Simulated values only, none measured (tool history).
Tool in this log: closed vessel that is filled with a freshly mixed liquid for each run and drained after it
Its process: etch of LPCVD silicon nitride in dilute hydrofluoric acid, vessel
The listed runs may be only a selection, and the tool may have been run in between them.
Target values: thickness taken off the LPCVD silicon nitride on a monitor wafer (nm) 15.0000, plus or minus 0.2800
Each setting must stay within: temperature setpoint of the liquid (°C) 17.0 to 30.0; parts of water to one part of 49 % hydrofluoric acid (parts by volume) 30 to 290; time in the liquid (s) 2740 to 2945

run	hour	temperature setpoint of the liquid (°C)	parts of water to one part of 49 % hydrofluoric acid (parts by volume)	time in the liquid (s)	thickness taken off the LPCVD silicon nitride on a monitor wafer (nm)
1	0.0	22.0	160	2740	7.6736
2	6.0	22.0	130	2740	9.4331
3	13.1	25.0	130	2740	11.6100
4	19.5	25.5	130	2740	11.7780
5	27.9	26.0	130	2740	12.1690
6	30.3	26.0	130	2740	12.2120
7	32.7	26.5	130	2740	12.6970
8	34.6	27.0	130	2740	12.8740
9	41.7	27.0	130	2740	12.9180
10	44.0	27.0	130	2740	13.0010
11	51.3	27.5	130	2740	13.3600
12	57.6	28.0	130	2740	13.8810

Which one of the following 4 next-run settings gets every result inside its allowed miss? There is exactly one.
A	63.9	28.0	125	2945	?
B	63.9	26.5	115	2860	?
C	63.9	29.5	135	2935	?
D	63.9	20.5	75	2925	?

move	thickness taken off the LPCVD silicon nitride on a monitor wafer (nm)
A	15.5780
B	14.9480
C	15.7790
D	15.6460
A: takes the biggest miss from the last run beyond its target
B: meets every target
C: takes the biggest miss from the last run beyond its target
D: takes the biggest miss from the last run beyond its target
The move that meets every target is B.
